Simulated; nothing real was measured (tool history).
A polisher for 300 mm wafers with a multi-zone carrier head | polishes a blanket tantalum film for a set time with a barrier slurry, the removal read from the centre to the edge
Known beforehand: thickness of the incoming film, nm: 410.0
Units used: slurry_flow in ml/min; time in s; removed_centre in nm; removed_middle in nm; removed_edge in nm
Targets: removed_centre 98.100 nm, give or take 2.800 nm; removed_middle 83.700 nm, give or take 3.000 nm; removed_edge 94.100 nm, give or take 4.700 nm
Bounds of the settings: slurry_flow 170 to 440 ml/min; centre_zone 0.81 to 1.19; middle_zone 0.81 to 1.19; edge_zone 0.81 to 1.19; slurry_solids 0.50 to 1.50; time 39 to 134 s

Run 1, hour 0.0: slurry_flow 280 ml/min, centre_zone 1.00, middle_zone 1.00, edge_zone 1.00, slurry_solids 1.00, time 86 s. Result: removed_centre 110.020 nm, removed_middle 105.380 nm, removed_edge 109.530 nm.
Run 2, hour 7.6: slurry_flow 280 ml/min, centre_zone 1.06, middle_zone 1.00, edge_zone 1.00, slurry_solids 1.00, time 86 s. Result: removed_centre 115.690 nm, removed_middle 105.390 nm, removed_edge 107.540 nm.
Run 3, hour 13.0: slurry_flow 275 ml/min, centre_zone 1.05, middle_zone 0.98, edge_zone 0.99, slurry_solids 0.95, time 86 s. Result: removed_centre 113.040 nm, removed_middle 103.040 nm, removed_edge 106.920 nm.
Run 4, hour 16.1: slurry_flow 275 ml/min, centre_zone 1.05, middle_zone 0.98, edge_zone 1.04, slurry_solids 0.95, time 86 s. Result: removed_centre 113.780 nm, removed_middle 103.360 nm, removed_edge 108.310 nm.
Run 5, hour 24.9: slurry_flow 275 ml/min, centre_zone 1.05, middle_zone 0.90, edge_zone 1.04, slurry_solids 0.95, time 86 s. Result: removed_centre 114.390 nm, removed_middle 96.954 nm, removed_edge 108.530 nm.
Run 6, hour 25.8: slurry_flow 275 ml/min, centre_zone 1.05, middle_zone 0.89, edge_zone 1.03, slurry_solids 0.90, time 86 s. Result: removed_centre 111.700 nm, removed_middle 94.302 nm, removed_edge 107.680 nm.
Run 7, hour 27.6: slurry_flow 275 ml/min, centre_zone 1.05, middle_zone 0.89, edge_zone 1.02, slurry_solids 0.85, time 86 s. Result: removed_centre 109.520 nm, removed_middle 90.735 nm, removed_edge 105.850 nm.
Run 8, hour 36.1: slurry_flow 275 ml/min, centre_zone 1.05, middle_zone 0.90, edge_zone 1.00, slurry_solids 0.85, time 86 s. Result: removed_centre 109.470 nm, removed_middle 94.033 nm, removed_edge 104.180 nm.
Run 9, hour 37.1: slurry_flow 250 ml/min, centre_zone 1.00, middle_zone 0.81, edge_zone 0.92, slurry_solids 0.65, time 85 s. Result: removed_centre 95.967 nm, removed_middle 77.791 nm, removed_edge 94.127 nm.
Run 10, hour 43.4: slurry_flow 255 ml/min, centre_zone 1.00, middle_zone 0.82, edge_zone 0.92, slurry_solids 0.65, time 85 s. Result: removed_centre 95.699 nm, removed_middle 80.441 nm, removed_edge 91.756 nm.
Run 11, hour 44.2: slurry_flow 255 ml/min, centre_zone 1.00, middle_zone 0.82, edge_zone 0.92, slurry_solids 0.65, time 85 s. Result: removed_centre 95.569 nm, removed_middle 79.508 nm, removed_edge 91.500 nm.

Exactly one of the 4 candidate moves below puts every result within its allowed miss. Which one?
Run A, hour 45.0: slurry_flow 275 ml/min, centre_zone 0.92, middle_zone 0.86, edge_zone 0.95, slurry_solids 0.65, time 82 s. Result: removed_centre ?, removed_middle ?, removed_edge ?.
Run B, hour 45.0: slurry_flow 295 ml/min, centre_zone 1.03, middle_zone 0.89, edge_zone 1.00, slurry_solids 0.55, time 87 s. Result: removed_centre ?, removed_middle ?, removed_edge ?.
Run C, hour 45.0: slurry_flow 215 ml/min, centre_zone 0.98, middle_zone 0.86, edge_zone 1.03, slurry_solids 0.60, time 86 s. Result: removed_centre ?, removed_middle ?, removed_edge ?.
Run D, hour 45.0: slurry_flow 170 ml/min, centre_zone 1.07, middle_zone 0.83, edge_zone 0.96, slurry_solids 0.55, time 90 s. Result: removed_centre ?, removed_middle ?, removed_edge ?.

move  removed_centre  removed_middle  removed_edge
   A          85.914          78.992        90.400
   B          98.475          82.986        94.478
   C          91.200          78.892        94.537
   D          98.272          75.857        91.292
A: the biggest miss grows against the last run
B: in spec on every target
C: the biggest miss grows against the last run
D: the biggest miss grows against the last run
Go with B: it meets all targets.
